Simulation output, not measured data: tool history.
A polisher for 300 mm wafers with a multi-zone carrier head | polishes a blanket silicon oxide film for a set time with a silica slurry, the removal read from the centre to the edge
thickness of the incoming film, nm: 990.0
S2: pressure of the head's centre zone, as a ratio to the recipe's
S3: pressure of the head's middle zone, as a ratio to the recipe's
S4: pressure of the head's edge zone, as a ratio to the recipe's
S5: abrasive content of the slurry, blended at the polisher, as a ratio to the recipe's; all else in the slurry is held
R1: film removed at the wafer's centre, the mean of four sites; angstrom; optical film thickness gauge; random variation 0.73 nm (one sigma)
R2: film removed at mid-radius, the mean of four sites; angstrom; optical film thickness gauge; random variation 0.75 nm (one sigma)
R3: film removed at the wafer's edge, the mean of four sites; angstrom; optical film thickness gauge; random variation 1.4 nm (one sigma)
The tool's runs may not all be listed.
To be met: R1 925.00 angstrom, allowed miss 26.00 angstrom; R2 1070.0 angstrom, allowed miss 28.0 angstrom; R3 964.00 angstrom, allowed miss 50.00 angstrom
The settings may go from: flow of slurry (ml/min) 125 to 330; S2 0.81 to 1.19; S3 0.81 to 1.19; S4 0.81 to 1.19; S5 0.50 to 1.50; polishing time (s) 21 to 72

run 1 hour=0.0 | flow_of_slurry_(ml/min)=210 S2=1.00 S3=1.00 S4=1.00 S5=1.00 polishing_time_(s)=46 | R1=1096.10 R2=1097.5 R3=1081.30
run 2 hour=4.4 | flow_of_slurry_(ml/min)=230 S2=1.00 S3=1.00 S4=1.00 S5=1.00 polishing_time_(s)=46 | R1=1110.50 R2=1115.0 R3=1106.80
run 3 hour=9.4 | flow_of_slurry_(ml/min)=210 S2=0.97 S3=1.01 S4=0.97 S5=1.00 polishing_time_(s)=46 | R1=1069.70 R2=1103.5 R3=1076.40
run 4 hour=10.4 | flow_of_slurry_(ml/min)=180 S2=0.97 S3=1.01 S4=0.97 S5=1.00 polishing_time_(s)=46 | R1=1026.30 R2=1088.3 R3=1038.60
run 5 hour=12.3 | flow_of_slurry_(ml/min)=180 S2=0.97 S3=1.01 S4=0.90 S5=1.00 polishing_time_(s)=46 | R1=1031.10 R2=1083.4 R3=1027.60
run 6 hour=17.5 | flow_of_slurry_(ml/min)=170 S2=0.96 S3=1.02 S4=0.89 S5=1.00 polishing_time_(s)=46 | R1=1007.90 R2=1088.0 R3=999.76
run 7 hour=24.9 | flow_of_slurry_(ml/min)=160 S2=0.95 S3=1.02 S4=0.89 S5=1.00 polishing_time_(s)=46 | R1=1005.30 R2=1073.5 R3=1007.70
run 8 hour=27.2 | flow_of_slurry_(ml/min)=155 S2=0.87 S3=1.05 S4=0.83 S5=0.95 polishing_time_(s)=46 | R1=871.02 R2=1060.6 R3=961.22

Which of these 4 next moves meets every target?
run A hour=29.5 | flow_of_slurry_(ml/min)=160 S2=0.95 S3=1.11 S4=0.81 S5=1.05 polishing_time_(s)=41 | R1=? R2=? R3=?
run B hour=29.5 | flow_of_slurry_(ml/min)=165 S2=0.89 S3=1.03 S4=0.84 S5=1.10 polishing_time_(s)=43 | R1=? R2=? R3=?
run C hour=29.5 | flow_of_slurry_(ml/min)=200 S2=0.82 S3=1.07 S4=0.90 S5=1.10 polishing_time_(s)=41 | R1=? R2=? R3=?
run D hour=29.5 | flow_of_slurry_(ml/min)=125 S2=0.81 S3=1.08 S4=0.86 S5=1.05 polishing_time_(s)=45 | R1=? R2=? R3=?

move=A R1=916.11 R2=1054.0 R3=864.43
move=B R1=928.17 R2=1070.3 R3=950.23
move=C R1=839.61 R2=1082.7 R3=952.56
move=D R1=817.52 R2=1086.0 R3=946.71
A: brings the result that was furthest off to its target, and leaves another outside
B: meets every target
C: further off than the last run
D: further off than the last run
Answer: B

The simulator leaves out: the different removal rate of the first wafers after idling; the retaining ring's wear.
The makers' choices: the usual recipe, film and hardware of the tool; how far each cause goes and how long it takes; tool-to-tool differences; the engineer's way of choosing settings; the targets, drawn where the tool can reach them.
